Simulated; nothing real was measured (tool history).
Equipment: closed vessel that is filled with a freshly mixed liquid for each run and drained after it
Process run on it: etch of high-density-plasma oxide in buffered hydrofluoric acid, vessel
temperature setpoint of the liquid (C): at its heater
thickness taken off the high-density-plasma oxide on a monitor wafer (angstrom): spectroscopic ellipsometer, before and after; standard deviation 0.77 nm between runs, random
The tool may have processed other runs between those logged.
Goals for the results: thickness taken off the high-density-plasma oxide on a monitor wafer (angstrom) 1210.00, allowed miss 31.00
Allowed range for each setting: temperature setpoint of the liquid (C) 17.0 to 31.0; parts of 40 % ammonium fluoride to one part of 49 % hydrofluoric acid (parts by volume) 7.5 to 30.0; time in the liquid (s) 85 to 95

run,hour,temperature setpoint of the liquid (C),parts of 40 % ammonium fluoride to one part of 49 % hydrofluoric acid (parts by volume),time in the liquid (s),thickness taken off the high-density-plasma oxide on a monitor wafer (angstrom)
1,0.0,23.0,21.0,85,562.49
2,1.2,23.0,21.0,85,560.98
3,6.8,25.5,18.0,85,717.70
4,8.9,25.5,14.5,85,882.62
# hour 10.4: hydrofluoric acid flow meter replaced
5,10.4,25.5,14.5,85,980.14
6,16.2,27.0,14.5,85,1062.70
7,23.8,27.5,14.5,85,1084.50
8,26.3,27.5,14.5,85,1086.10
9,30.7,27.5,14.5,85,1086.20
10,32.8,28.0,14.5,85,1114.20

Pick the move, out of 4, that brings all results within their allowed miss; only one does.
A,34.9,29.0,14.0,85,?
B,34.9,27.5,15.0,90,?
C,34.9,27.0,12.0,85,?
D,34.9,28.0,13.5,90,?

move,thickness taken off the high-density-plasma oxide on a monitor wafer (angstrom)
A,1224.70
B,1119.00
C,1280.20
D,1274.30
A: hits every target within its allowed miss
B: nearer than the last run, and not there yet
C: moves the result that the last run missed by most past its target, out the other side
D: moves the result that the last run missed by most past its target, out the other side
Go with A: it meets all targets.
